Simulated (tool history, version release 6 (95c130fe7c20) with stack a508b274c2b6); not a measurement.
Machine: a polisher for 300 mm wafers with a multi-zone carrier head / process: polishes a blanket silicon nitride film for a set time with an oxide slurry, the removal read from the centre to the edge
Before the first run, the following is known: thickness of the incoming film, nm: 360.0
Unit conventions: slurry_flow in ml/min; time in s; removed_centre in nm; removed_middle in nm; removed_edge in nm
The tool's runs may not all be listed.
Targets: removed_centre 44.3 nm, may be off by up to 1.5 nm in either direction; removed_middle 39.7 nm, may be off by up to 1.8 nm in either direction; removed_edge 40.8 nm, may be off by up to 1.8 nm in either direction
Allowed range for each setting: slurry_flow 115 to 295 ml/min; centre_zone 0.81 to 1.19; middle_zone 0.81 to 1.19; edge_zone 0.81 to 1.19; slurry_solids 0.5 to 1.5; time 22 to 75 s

run,day,slurry_flow,centre_zone,middle_zone,edge_zone,slurry_solids,time,removed_centre,removed_middle,removed_edge
1,0,190,1,1,1,1,48,28.161,28.379,28.067
2,0.129,190,0.93,1,1,1,48,26.464,27.762,27.887
3,0.325,190,0.93,0.94,1,1,48,26.873,26.818,28.358
4,0.558,190,0.93,0.88,1,1,48,26.56,25.088,28.413
5,0.654,150,0.93,0.88,1,1,48,25.157,25.007,27.038
6,0.908,150,0.93,0.88,1,1,57,29.863,28.962,33.168
7,0.962,170,0.97,0.92,1.01,1.05,57,32.414,32.177,34.161
8,1.133,190,1,0.92,1.03,1.1,57,35.279,33.007,36.068
9,1.267,205,1.02,0.94,1.04,1.15,57,38.012,34.062,37.327
10,1.55,240,1.06,1.04,1.08,1.3,58,42.817,42.281,41.516
11,1.85,240,1.07,1.03,1.08,1.3,58,43.8,41.715,41.906

Pick the move, out of 4, that brings all results within their allowed miss; only one does.
A,2.15,250,1.14,1.03,1.16,1.15,58,?,?,?
B,2.15,235,1.06,1.03,1.07,1.4,54,?,?,?
C,2.15,250,1.08,1.05,1.07,1.2,62,?,?,?
D,2.15,205,1.09,1.08,1.13,1.5,56,?,?,?

move,removed_centre,removed_middle,removed_edge
A,43.647,39.247,41.115
B,41.359,40.069,40.354
C,45.233,43.669,43.186
D,44.63,43.824,43.726
A: each result inside its tolerance
B: meets the target for the result that was furthest off, but another lies outside its allowed miss
C: further off than the last run
D: further off than the last run
Move A is the one to make.
